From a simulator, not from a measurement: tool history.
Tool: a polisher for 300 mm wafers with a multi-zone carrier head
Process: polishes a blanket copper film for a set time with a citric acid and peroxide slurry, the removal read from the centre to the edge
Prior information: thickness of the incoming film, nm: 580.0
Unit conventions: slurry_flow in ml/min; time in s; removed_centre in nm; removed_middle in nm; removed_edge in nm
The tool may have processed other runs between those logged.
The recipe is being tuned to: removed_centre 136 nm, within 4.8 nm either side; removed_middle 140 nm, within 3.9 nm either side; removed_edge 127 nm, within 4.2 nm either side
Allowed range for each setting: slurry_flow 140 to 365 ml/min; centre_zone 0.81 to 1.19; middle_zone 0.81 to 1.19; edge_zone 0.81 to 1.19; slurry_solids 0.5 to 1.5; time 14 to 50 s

run,hour,slurry_flow,centre_zone,middle_zone,edge_zone,slurry_solids,time,removed_centre,removed_middle,removed_edge
1,0,235,1,1,1,1,32,90.692,91.897,88.392
2,6.3,240,1.01,1.02,1.02,1.05,33,94.907,97.784,92.016
3,13.8,240,1.01,0.96,1.02,1.05,33,95.668,94.273,93.529
4,15.5,240,0.93,0.96,1.02,1.05,33,92.285,94.645,91.916
5,16.8,245,0.95,0.97,1.03,1.1,34,95.878,97.468,97.102
6,18.2,245,0.95,1.03,1.03,1.1,34,96.741,102.69,98.49
7,19.3,250,0.97,1.04,1.03,1.15,34,98.315,104.61,97.398
8,21,255,0.98,1.05,1.04,1.2,35,102.31,109.74,101.61
9,25,260,0.99,1.05,1.05,1.25,36,108.99,112.82,106.36
# hour 32.3: worn pad replaced by a new one
10,32.3,265,1,1.06,1.06,1.3,36,116.19,123.23,113.5
11,34.1,330,1.07,1.07,1.12,1.3,36,122.31,126.32,119.25
12,39.7,330,1.08,1.08,1.13,1.3,36,124.26,125.58,119.8
13,47,330,1.09,1.09,1.13,1.3,36,123.94,128.04,119.32
14,51.7,330,1.1,1.1,1.13,1.3,36,125.13,126.3,117.66
15,55,340,1.11,1.12,1.14,1.4,36,128.3,132.74,120.36

Next run, 5 choices. One meets every target within its allowed miss, the rest don't. Which?
A,58.3,325,1.12,1.11,1.16,1.5,34,?,?,?
B,58.3,305,1.12,1.17,1.1,1.45,34,?,?,?
C,58.3,330,1.04,1,1.19,1.3,38,?,?,?
D,58.3,300,1.14,1.14,1.15,1.4,38,?,?,?
E,58.3,340,1.19,1.19,1.04,1.35,37,?,?,?

move,removed_centre,removed_middle,removed_edge
A,122.53,124.24,118.41
B,121.02,127.33,114.54
C,127.75,125.94,130.34
D,135.47,138.57,129.36
E,135.94,139.54,121.04
A: misses by more than the last run did
B: misses by more than the last run did
C: misses by more than the last run did
D: every result within its allowed miss
E: brings the result that was furthest off to its target, and leaves another outside
The right move is D.
